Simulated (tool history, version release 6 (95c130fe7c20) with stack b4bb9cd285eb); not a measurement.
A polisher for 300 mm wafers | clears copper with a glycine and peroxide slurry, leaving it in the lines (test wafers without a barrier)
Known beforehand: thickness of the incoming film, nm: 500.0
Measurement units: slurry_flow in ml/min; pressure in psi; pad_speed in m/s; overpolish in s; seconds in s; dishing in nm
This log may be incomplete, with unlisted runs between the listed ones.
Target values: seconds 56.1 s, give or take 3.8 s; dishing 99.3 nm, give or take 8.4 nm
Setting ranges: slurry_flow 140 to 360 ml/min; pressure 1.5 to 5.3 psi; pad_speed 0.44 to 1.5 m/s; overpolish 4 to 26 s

{"run": 1, "hour": 0.0, "slurry_flow": 230, "pressure": 3.4, "pad_speed": 0.96, "overpolish": 13, "seconds": 74.945, "dishing": 52.935}
{"run": 2, "hour": 2.4, "slurry_flow": 230, "pressure": 3.7, "pad_speed": 0.96, "overpolish": 15, "seconds": 71.72, "dishing": 63.913}
{"run": 3, "hour": 10.5, "slurry_flow": 275, "pressure": 3.7, "pad_speed": 0.96, "overpolish": 15, "seconds": 69.02, "dishing": 65.899}
{"run": 4, "hour": 12.6, "slurry_flow": 275, "pressure": 4.4, "pad_speed": 0.96, "overpolish": 15, "seconds": 59.812, "dishing": 71.556}
{"run": 5, "hour": 16.0, "slurry_flow": 320, "pressure": 4.4, "pad_speed": 0.96, "overpolish": 15, "seconds": 58.747, "dishing": 72.86}
{"run": 6, "hour": 22.7, "slurry_flow": 320, "pressure": 4.4, "pad_speed": 0.96, "overpolish": 16, "seconds": 58.591, "dishing": 79.602}
{"run": 7, "hour": 23.9, "slurry_flow": 320, "pressure": 4.4, "pad_speed": 0.96, "overpolish": 17, "seconds": 58.376, "dishing": 81.126}
{"run": 8, "hour": 26.9, "slurry_flow": 320, "pressure": 4.4, "pad_speed": 0.96, "overpolish": 18, "seconds": 55.618, "dishing": 82.928}
{"run": 9, "hour": 35.2, "slurry_flow": 320, "pressure": 4.3, "pad_speed": 0.96, "overpolish": 20, "seconds": 58.583, "dishing": 88.503}

Which of these 5 next moves meets every target?
{"run": "A", "hour": 43.5, "slurry_flow": 325, "pressure": 3.8, "pad_speed": 1.08, "overpolish": 18, "seconds": "?", "dishing": "?"}
{"run": "B", "hour": 43.5, "slurry_flow": 355, "pressure": 4.4, "pad_speed": 0.88, "overpolish": 13, "seconds": "?", "dishing": "?"}
{"run": "C", "hour": 43.5, "slurry_flow": 320, "pressure": 4.9, "pad_speed": 1.12, "overpolish": 14, "seconds": "?", "dishing": "?"}
{"run": "D", "hour": 43.5, "slurry_flow": 305, "pressure": 4.7, "pad_speed": 0.92, "overpolish": 22, "seconds": "?", "dishing": "?"}
{"run": "E", "hour": 43.5, "slurry_flow": 300, "pressure": 3.8, "pad_speed": 0.96, "overpolish": 26, "seconds": "?", "dishing": "?"}

move=A seconds=62.41 dishing=84.012
move=B seconds=63.106 dishing=66.958
move=C seconds=48.75 dishing=84.877
move=D seconds=58.505 dishing=101
move=E seconds=68.236 dishing=100.23
A: lands further from the targets than the last run did
B: lands further from the targets than the last run did
C: lands further from the targets than the last run did
D: each result inside its tolerance
E: puts the biggest miss on target and leaves a different result outside tolerance
So the answer is move D, the one that meets all the targets.
